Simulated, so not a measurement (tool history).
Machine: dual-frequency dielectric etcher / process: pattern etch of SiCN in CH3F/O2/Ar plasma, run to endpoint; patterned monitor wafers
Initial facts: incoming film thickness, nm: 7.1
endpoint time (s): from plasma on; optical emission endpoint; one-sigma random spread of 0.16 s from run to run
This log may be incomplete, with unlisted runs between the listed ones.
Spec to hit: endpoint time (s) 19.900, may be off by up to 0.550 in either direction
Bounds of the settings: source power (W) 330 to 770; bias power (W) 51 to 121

run	hour	source power (W)	bias power (W)	endpoint time (s)
1	0.0	550	86	15.993
2	2.7	600	86	15.728
3	7.7	530	86	16.265
4	10.9	570	86	15.894
5	18.8	570	96	15.045
6	21.2	540	91	15.821
# hour 24.6: wet clean of the chamber
7	24.6	510	87	16.992
8	31.9	490	86	16.831

Below are 4 possible settings for the next run. Only one of them brings all results inside the allowed miss of their targets. Which is it?
A	39.2	390	68	?
B	39.2	390	82	?
C	39.2	480	73	?
D	39.2	420	80	?

move	endpoint time (s)
A	20.197
B	18.904
C	18.354
D	18.602
A: every result within its allowed miss
B: gains on the last run, yet a result remains outside its allowed miss
C: gains on the last run, yet a result remains outside its allowed miss
D: gains on the last run, yet a result remains outside its allowed miss
Correct choice: A, which meets every target

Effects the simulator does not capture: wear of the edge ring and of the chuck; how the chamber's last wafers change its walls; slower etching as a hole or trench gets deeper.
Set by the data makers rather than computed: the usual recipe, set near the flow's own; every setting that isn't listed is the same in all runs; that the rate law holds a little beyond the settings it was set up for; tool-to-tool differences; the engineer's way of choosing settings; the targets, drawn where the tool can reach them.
